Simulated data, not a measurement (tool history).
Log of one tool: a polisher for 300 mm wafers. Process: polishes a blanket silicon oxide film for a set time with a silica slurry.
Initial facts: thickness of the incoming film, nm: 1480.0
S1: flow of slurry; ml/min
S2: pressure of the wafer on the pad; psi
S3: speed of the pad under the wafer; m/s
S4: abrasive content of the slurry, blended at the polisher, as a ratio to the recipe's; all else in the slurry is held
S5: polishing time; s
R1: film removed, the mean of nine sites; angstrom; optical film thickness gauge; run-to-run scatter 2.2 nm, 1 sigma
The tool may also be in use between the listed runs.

Run 1, day 0: S1 280 ml/min, S2 5.5 psi, S3 1.54 m/s, S4 1, S5 108 s. Result: R1 3570.3 angstrom.
Run 2, day 0.171: S1 250 ml/min, S2 5.5 psi, S3 1.54 m/s, S4 1, S5 108 s. Result: R1 3536.7 angstrom.
Run 3, day 0.396: S1 250 ml/min, S2 5.4 psi, S3 1.54 m/s, S4 1, S5 108 s. Result: R1 3489.5 angstrom.
Run 4, day 0.562: S1 250 ml/min, S2 5.4 psi, S3 1.54 m/s, S4 1, S5 108 s. Result: R1 3486 angstrom.
Run 5, day 0.617: S1 250 ml/min, S2 5.3 psi, S3 1.54 m/s, S4 1, S5 108 s. Result: R1 3457.3 angstrom.
Run 6, day 0.862: S1 250 ml/min, S2 6.5 psi, S3 1.54 m/s, S4 1, S5 108 s. Result: R1 4031 angstrom.

Run 7 is up next; what results do you expect?
Run 7, day 0.917: S1 245 ml/min, S2 6.2 psi, S3 1.54 m/s, S4 1, S5 108 s. Result: R1 ?.

{"run 7": {"R1": 3897.8}}
